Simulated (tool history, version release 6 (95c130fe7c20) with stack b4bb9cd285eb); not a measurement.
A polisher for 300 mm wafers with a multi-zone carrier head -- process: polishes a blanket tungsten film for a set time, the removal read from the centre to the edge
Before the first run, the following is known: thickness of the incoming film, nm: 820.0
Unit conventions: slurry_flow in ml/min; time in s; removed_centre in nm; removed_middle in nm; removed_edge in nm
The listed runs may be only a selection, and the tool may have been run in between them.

run  hour  slurry_flow  centre_zone  middle_zone  edge_zone  slurry_solids  time  removed_centre  removed_middle  removed_edge
  1   0.0          295         1.00         1.00       1.00           1.00    72          302.03          294.89        304.19
  2   8.2          220         1.00         1.00       1.00           1.00    72          291.96          290.72        291.17
  3  10.4          220         1.00         1.00       1.00           0.85    72          282.45          279.47        286.70
  4  18.9          240         0.98         1.05       1.05           1.05    73          295.15          311.21        314.99
  5  20.5          255         0.97         1.09       1.05           1.15    73          300.54          329.45        315.46
  6  28.0          255         0.97         1.09       1.12           1.15    73          296.98          327.41        325.75
  7  37.0          255         0.97         1.09       1.12           1.15    73          301.78          326.71        330.10
  8  39.1          270         0.95         1.12       1.12           1.25    74          307.70          343.90        336.61
  9  42.6          265         0.93         1.14       1.11           1.30    76          302.71          370.35        344.22

Run 10, settings as shown, results not yet in. Your forecast:
 10  44.5          280         0.93         1.15       1.12           1.35    76               ?               ?             ?

Run 10 measured removed_centre 310.45 nm, removed_middle 376.01 nm, removed_edge 349.16 nm.

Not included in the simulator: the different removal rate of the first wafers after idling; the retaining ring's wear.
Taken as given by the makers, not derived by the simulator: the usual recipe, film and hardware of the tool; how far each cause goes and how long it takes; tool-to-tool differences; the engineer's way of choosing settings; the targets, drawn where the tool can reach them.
